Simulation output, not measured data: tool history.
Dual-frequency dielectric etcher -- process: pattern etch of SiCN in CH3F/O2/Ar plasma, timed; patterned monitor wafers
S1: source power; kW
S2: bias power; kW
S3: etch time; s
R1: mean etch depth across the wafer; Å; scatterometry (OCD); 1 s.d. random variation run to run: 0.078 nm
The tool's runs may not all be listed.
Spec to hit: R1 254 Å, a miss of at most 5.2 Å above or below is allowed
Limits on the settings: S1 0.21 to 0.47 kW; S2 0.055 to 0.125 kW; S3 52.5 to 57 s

Run 1, hour 0: S1 0.34 kW, S2 0.09 kW, S3 57 s. Result: R1 218.41 Å.
Run 2, hour 1.3: S1 0.34 kW, S2 0.09 kW, S3 52.5 s. Result: R1 200.05 Å.
Run 3, hour 6.4: S1 0.34 kW, S2 0.084 kW, S3 52.5 s. Result: R1 193.98 Å.
Run 4, hour 12.5: S1 0.34 kW, S2 0.084 kW, S3 52.5 s. Result: R1 193.7 Å.
Run 5, hour 21.3: S1 0.34 kW, S2 0.084 kW, S3 57 s. Result: R1 211.72 Å.
Run 6, hour 29.2: S1 0.34 kW, S2 0.068 kW, S3 57 s. Result: R1 190.23 Å.
Run 7, hour 30.8: S1 0.36 kW, S2 0.072 kW, S3 57 s. Result: R1 200.4 Å.
Run 8, hour 36.5: S1 0.37 kW, S2 0.075 kW, S3 57 s. Result: R1 204.74 Å.
Run 9, hour 43.8: S1 0.38 kW, S2 0.078 kW, S3 57 s. Result: R1 210.68 Å.
Run 10, hour 49.5: S1 0.39 kW, S2 0.081 kW, S3 57 s. Result: R1 215.47 Å.
Run 11, hour 58.2: S1 0.4 kW, S2 0.084 kW, S3 57 s. Result: R1 223.67 Å.
Run 12, hour 64: S1 0.46 kW, S2 0.094 kW, S3 57 s. Result: R1 247.23 Å.
Run 13, hour 68.7: S1 0.46 kW, S2 0.094 kW, S3 57 s. Result: R1 246.2 Å.
Run 14, hour 76.3: S1 0.46 kW, S2 0.095 kW, S3 57 s. Result: R1 247.04 Å.
Run 15, hour 82.4: S1 0.46 kW, S2 0.096 kW, S3 57 s. Result: R1 248.71 Å.

Exactly one of the 5 candidate moves below puts every result within its allowed miss. Which one?
Run A, hour 88.5: S1 0.45 kW, S2 0.1 kW, S3 55.5 s. Result: R1 ?.
Run B, hour 88.5: S1 0.47 kW, S2 0.101 kW, S3 53 s. Result: R1 ?.
Run C, hour 88.5: S1 0.45 kW, S2 0.099 kW, S3 55.5 s. Result: R1 ?.
Run D, hour 88.5: S1 0.47 kW, S2 0.099 kW, S3 57 s. Result: R1 ?.
Run E, hour 88.5: S1 0.41 kW, S2 0.11 kW, S3 54 s. Result: R1 ?.

move      R1
   A  244.44
   B  237.97
   C   243.3
   D  253.54
   E  241.16
A: its largest miss is bigger than the last run's
B: its largest miss is bigger than the last run's
C: its largest miss is bigger than the last run's
D: hits every target within its allowed miss
E: its largest miss is bigger than the last run's
D is the move that brings every result within its allowed miss.
